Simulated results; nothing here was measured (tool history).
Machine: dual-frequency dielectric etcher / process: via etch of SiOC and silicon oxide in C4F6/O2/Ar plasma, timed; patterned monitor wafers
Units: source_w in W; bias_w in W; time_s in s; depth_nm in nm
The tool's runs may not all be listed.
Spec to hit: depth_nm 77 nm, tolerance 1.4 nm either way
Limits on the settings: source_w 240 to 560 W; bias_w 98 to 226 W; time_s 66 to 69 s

Run 1, day 0: source_w 400 W, bias_w 162 W, time_s 66 s. Result: depth_nm 70.604 nm.
Run 2, day 0.067: source_w 400 W, bias_w 141 W, time_s 66 s. Result: depth_nm 69.352 nm.
Run 3, day 0.242: source_w 400 W, bias_w 128 W, time_s 66 s. Result: depth_nm 68.008 nm.
Run 4, day 0.617: source_w 400 W, bias_w 152 W, time_s 66 s. Result: depth_nm 70.491 nm.
Run 5, day 0.804: source_w 400 W, bias_w 152 W, time_s 66 s. Result: depth_nm 70.426 nm.
Run 6, day 0.9: source_w 400 W, bias_w 130 W, time_s 66 s. Result: depth_nm 67.852 nm.
Run 7, day 1.188: source_w 430 W, bias_w 133 W, time_s 66 s. Result: depth_nm 71.984 nm.
Run 8, day 1.208: source_w 440 W, bias_w 134 W, time_s 66 s. Result: depth_nm 72.203 nm.
Run 9, day 1.438: source_w 450 W, bias_w 135 W, time_s 66 s. Result: depth_nm 73.328 nm.
Run 10, day 1.612: source_w 460 W, bias_w 136 W, time_s 66 s. Result: depth_nm 74.006 nm.
Run 11, day 1.833: source_w 470 W, bias_w 137 W, time_s 66 s. Result: depth_nm 74.895 nm.

Exactly one of the 5 candidate moves below puts every result within its allowed miss. Which one?
Run A, day 2.054: source_w 470 W, bias_w 118 W, time_s 69 s. Result: depth_nm ?.
Run B, day 2.054: source_w 450 W, bias_w 121 W, time_s 66.5 s. Result: depth_nm ?.
Run C, day 2.054: source_w 450 W, bias_w 141 W, time_s 66 s. Result: depth_nm ?.
Run D, day 2.054: source_w 440 W, bias_w 131 W, time_s 67 s. Result: depth_nm ?.
Run E, day 2.054: source_w 430 W, bias_w 135 W, time_s 67 s. Result: depth_nm ?.

move  depth_nm
   A    77.413
   B    73.149
   C    74.327
   D     73.68
   E    73.103
A: each result inside its tolerance
B: misses by more than the last run did
C: misses by more than the last run did
D: misses by more than the last run did
E: misses by more than the last run did
So the answer is move A, the one that meets all the targets.
